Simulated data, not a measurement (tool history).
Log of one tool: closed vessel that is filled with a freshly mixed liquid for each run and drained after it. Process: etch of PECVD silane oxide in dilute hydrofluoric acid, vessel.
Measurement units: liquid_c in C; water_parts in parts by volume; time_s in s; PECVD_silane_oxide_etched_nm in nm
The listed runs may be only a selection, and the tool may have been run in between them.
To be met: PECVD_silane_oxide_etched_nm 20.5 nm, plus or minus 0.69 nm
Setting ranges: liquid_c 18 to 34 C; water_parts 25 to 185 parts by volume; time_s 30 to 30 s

run  hour  liquid_c  water_parts  time_s  PECVD_silane_oxide_etched_nm
  1     0        26          105      30                        7.6301
  2   5.6        28          105      30                        8.4504
  3  10.6        28          135      30                        6.2698
  4  18.8        28          160      30                        5.0729
  5  26.2        30          160      30                        5.5018
  6  31.1        30          160      30                        5.4818
  7  38.3        31          125      30                        7.6015
  8  41.5        31          125      30                        7.6362
  9  47.5        32          100      30                        10.214
 10    53      32.5           80      30                        13.198
 11  60.2        33           70      30                        15.793
 12  67.7      33.5           65      30                        17.895
 13  72.9        34           60      30                        19.902
 14  74.8        34           55      30                        21.614
 15  80.3      33.5           55      30                        21.242

4 next moves are on the table. One of them brings every result within its allowed miss. Which?
  A  85.8        34           55      30                             ?
  B  85.8      33.5           60      30                             ?
  C  85.8      32.5           55      30                             ?
  D  85.8      32.5           50      30                             ?

move  PECVD_silane_oxide_etched_nm
   A                        21.921
   B                        19.551
   C                         20.71
   D                        22.978
A: its largest miss is bigger than the last run's
B: takes the result that was furthest off past its target
C: every result lands within tolerance
D: its largest miss is bigger than the last run's
C is the move that brings every result within its allowed miss.
